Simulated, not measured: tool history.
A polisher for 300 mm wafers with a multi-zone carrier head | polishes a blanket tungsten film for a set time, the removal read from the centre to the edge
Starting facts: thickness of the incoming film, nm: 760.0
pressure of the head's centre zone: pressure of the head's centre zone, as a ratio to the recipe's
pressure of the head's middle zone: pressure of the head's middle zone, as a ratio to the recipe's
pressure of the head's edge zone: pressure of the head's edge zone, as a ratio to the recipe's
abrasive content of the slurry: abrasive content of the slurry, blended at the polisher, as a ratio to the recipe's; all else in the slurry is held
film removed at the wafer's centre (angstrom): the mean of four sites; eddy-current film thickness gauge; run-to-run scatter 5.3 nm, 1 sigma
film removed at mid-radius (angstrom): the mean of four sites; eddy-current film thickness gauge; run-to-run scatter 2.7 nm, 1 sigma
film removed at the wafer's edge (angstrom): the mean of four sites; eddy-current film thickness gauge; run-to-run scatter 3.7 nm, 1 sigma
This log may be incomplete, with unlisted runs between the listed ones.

run,day,flow of slurry (ml/min),pressure of the head's centre zone,pressure of the head's middle zone,pressure of the head's edge zone,abrasive content of the slurry,polishing time (s),film removed at the wafer's centre (angstrom),film removed at mid-radius (angstrom),film removed at the wafer's edge (angstrom)
1,0.000,210,1.00,1.00,1.00,1.00,48,2720.4,2839.4,2741.4
2,0.117,210,1.00,1.00,1.05,1.00,48,2762.9,2824.8,2859.4
3,0.367,240,1.00,1.00,1.05,1.00,48,2723.6,2924.7,2800.0
4,0.579,240,1.00,1.00,0.97,1.00,48,2758.0,2922.6,2716.7
5,0.900,240,1.00,0.92,0.97,1.00,48,2779.5,2704.5,2717.6
6,1.129,240,1.00,0.92,0.97,1.00,40,2321.8,2252.7,2281.8
7,1.358,240,1.04,0.96,0.99,1.10,42,2542.2,2483.1,2440.1
8,1.638,235,1.07,0.99,0.99,1.20,44,2809.0,2710.6,2647.3
9,1.975,240,1.09,1.02,0.99,1.25,45,2981.0,2911.1,2679.6
10,2.171,240,1.11,1.05,1.01,1.30,46,3051.8,3004.2,2770.4
11,2.342,240,1.12,1.07,1.01,1.35,47,3199.1,3173.7,2918.2
12,2.625,245,1.13,1.09,1.01,1.40,47,3220.7,3261.0,2858.0
13,2.725,265,1.18,1.12,1.11,1.50,51,3765.7,3697.7,3374.7
14,2.829,265,1.18,1.12,1.10,1.50,51,3736.0,3698.7,3362.2
15,3.008,265,1.18,1.12,1.10,1.50,51,3822.0,3709.7,3478.5
16,3.129,260,1.18,1.12,1.08,1.50,51,3816.4,3695.7,3354.6
17,3.400,260,1.18,1.12,1.08,1.50,51,3819.5,3702.3,3329.3

Forecast run 18:
18,3.708,255,1.17,1.12,1.07,1.50,51,?,?,?

{"run 18": {"film removed at the wafer's centre (angstrom)": 3839.0, "film removed at mid-radius (angstrom)": 3693.4, "film removed at the wafer's edge (angstrom)": 3326.5}}
